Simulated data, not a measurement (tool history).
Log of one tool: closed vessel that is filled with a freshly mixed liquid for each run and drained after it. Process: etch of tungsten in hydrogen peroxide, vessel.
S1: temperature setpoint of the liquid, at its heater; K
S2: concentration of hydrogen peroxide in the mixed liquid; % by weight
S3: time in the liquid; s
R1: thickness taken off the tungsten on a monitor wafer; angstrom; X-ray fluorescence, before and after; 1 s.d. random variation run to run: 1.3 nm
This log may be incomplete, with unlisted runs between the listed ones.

run 1 hour=0.0 | S1=327.15 S2=25.5 S3=95 | R1=2183.1
run 2 hour=4.5 | S1=324.65 S2=25.5 S3=95 | R1=1858.5
run 3 hour=7.5 | S1=320.15 S2=25.5 S3=95 | R1=1428.2
run 4 hour=9.6 | S1=323.15 S2=25.5 S3=95 | R1=1709.2
run 5 hour=11.3 | S1=325.15 S2=25.5 S3=95 | R1=1929.6
run 6 hour=12.8 | S1=325.15 S2=25.5 S3=100 | R1=2048.3
run 7 hour=14.1 | S1=325.15 S2=25.5 S3=100 | R1=2033.4

For run 8, what comes out?
run 8 hour=17.4 | S1=326.65 S2=25.5 S3=100 | R1=?

Run 8 yielded R1 2235.6 angstrom.

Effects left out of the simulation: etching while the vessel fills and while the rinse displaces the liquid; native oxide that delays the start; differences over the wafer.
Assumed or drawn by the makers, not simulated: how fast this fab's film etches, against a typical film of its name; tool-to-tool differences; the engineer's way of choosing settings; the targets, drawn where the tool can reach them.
